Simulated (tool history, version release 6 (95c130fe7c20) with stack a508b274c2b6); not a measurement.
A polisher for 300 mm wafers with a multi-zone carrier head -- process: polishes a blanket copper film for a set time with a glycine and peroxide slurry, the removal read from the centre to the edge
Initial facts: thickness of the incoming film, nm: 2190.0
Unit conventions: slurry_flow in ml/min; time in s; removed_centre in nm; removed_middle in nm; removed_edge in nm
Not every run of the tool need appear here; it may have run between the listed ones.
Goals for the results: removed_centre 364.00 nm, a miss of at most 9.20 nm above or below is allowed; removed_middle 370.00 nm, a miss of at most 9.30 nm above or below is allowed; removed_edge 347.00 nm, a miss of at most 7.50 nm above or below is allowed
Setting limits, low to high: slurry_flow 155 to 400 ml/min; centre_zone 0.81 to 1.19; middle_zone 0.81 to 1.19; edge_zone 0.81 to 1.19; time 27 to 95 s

run 1 hour=0.0 | slurry_flow=255 centre_zone=1.00 middle_zone=1.00 edge_zone=1.00 time=61 | removed_centre=222.94 removed_middle=232.76 removed_edge=236.42
run 2 hour=8.0 | slurry_flow=290 centre_zone=1.00 middle_zone=1.00 edge_zone=1.00 time=61 | removed_centre=226.34 removed_middle=238.77 removed_edge=237.80
run 3 hour=11.8 | slurry_flow=295 centre_zone=1.02 middle_zone=1.02 edge_zone=1.02 time=64 | removed_centre=245.22 removed_middle=255.16 removed_edge=250.17
run 4 hour=14.1 | slurry_flow=295 centre_zone=1.08 middle_zone=1.02 edge_zone=1.02 time=64 | removed_centre=258.78 removed_middle=251.77 removed_edge=253.69
run 5 hour=21.2 | slurry_flow=355 centre_zone=1.08 middle_zone=1.02 edge_zone=1.02 time=64 | removed_centre=271.14 removed_middle=260.51 removed_edge=257.66
run 6 hour=28.4 | slurry_flow=355 centre_zone=1.08 middle_zone=1.02 edge_zone=1.02 time=70 | removed_centre=294.41 removed_middle=282.47 removed_edge=281.16
run 7 hour=34.7 | slurry_flow=355 centre_zone=1.09 middle_zone=1.04 edge_zone=1.04 time=72 | removed_centre=304.24 removed_middle=297.98 removed_edge=289.45
run 8 hour=36.4 | slurry_flow=355 centre_zone=1.10 middle_zone=1.05 edge_zone=1.05 time=74 | removed_centre=314.66 removed_middle=308.32 removed_edge=300.50

Exercise: of the 4 proposed moves below, exactly one satisfies all targets within the stated allowed misses. Which move is it?
run A hour=38.1 | slurry_flow=340 centre_zone=1.05 middle_zone=1.16 edge_zone=1.08 time=94 | removed_centre=? removed_middle=? removed_edge=?
run B hour=38.1 | slurry_flow=375 centre_zone=0.92 middle_zone=1.14 edge_zone=1.09 time=83 | removed_centre=? removed_middle=? removed_edge=?
run C hour=38.1 | slurry_flow=400 centre_zone=1.09 middle_zone=1.09 edge_zone=1.05 time=85 | removed_centre=? removed_middle=? removed_edge=?
run D hour=38.1 | slurry_flow=275 centre_zone=0.85 middle_zone=0.96 edge_zone=1.19 time=89 | removed_centre=? removed_middle=? removed_edge=?

move=A removed_centre=382.14 removed_middle=425.23 removed_edge=387.41
move=B removed_centre=299.15 removed_middle=374.48 removed_edge=346.77
move=C removed_centre=366.21 removed_middle=371.37 removed_edge=350.67
move=D removed_centre=282.73 removed_middle=333.27 removed_edge=378.42
A: moves the result that the last run missed by most past its target, out the other side
B: corrects the largest miss of the last run, while another result sits out of spec
C: every result lands within tolerance
D: further off than the last run
Move C is the one to make.

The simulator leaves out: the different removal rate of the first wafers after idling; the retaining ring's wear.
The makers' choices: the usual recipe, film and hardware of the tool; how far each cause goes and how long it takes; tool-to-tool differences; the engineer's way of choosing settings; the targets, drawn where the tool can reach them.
